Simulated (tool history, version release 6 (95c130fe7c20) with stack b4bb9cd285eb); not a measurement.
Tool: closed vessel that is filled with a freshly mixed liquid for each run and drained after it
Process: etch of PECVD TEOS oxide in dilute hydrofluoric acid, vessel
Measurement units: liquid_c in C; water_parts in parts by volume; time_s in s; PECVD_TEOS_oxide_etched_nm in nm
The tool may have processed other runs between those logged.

Run 1, hour 0.0: liquid_c 23.0 C, water_parts 125 parts by volume, time_s 120 s. Result: PECVD_TEOS_oxide_etched_nm 12.7800 nm.
Run 2, hour 9.2: liquid_c 21.0 C, water_parts 135 parts by volume, time_s 120 s. Result: PECVD_TEOS_oxide_etched_nm 10.8180 nm.
Run 3, hour 17.6: liquid_c 20.0 C, water_parts 140 parts by volume, time_s 120 s. Result: PECVD_TEOS_oxide_etched_nm 9.9353 nm.
Run 4, hour 18.6: liquid_c 19.0 C, water_parts 145 parts by volume, time_s 120 s. Result: PECVD_TEOS_oxide_etched_nm 9.1953 nm.
Run 5, hour 26.8: liquid_c 18.5 C, water_parts 150 parts by volume, time_s 120 s. Result: PECVD_TEOS_oxide_etched_nm 8.6628 nm.
Run 6, hour 30.1: liquid_c 18.5 C, water_parts 150 parts by volume, time_s 130 s. Result: PECVD_TEOS_oxide_etched_nm 9.3960 nm.
Run 7, hour 31.2: liquid_c 18.0 C, water_parts 155 parts by volume, time_s 130 s. Result: PECVD_TEOS_oxide_etched_nm 8.7477 nm.
Run 8, hour 36.1: liquid_c 17.5 C, water_parts 155 parts by volume, time_s 130 s. Result: PECVD_TEOS_oxide_etched_nm 8.5791 nm.

Estimate the outcome of run 9 from the log above:
Run 9, hour 44.7: liquid_c 17.5 C, water_parts 160 parts by volume, time_s 130 s. Result: PECVD_TEOS_oxide_etched_nm ?.

{"run 9": {"PECVD_TEOS_oxide_etched_nm": 8.195}}
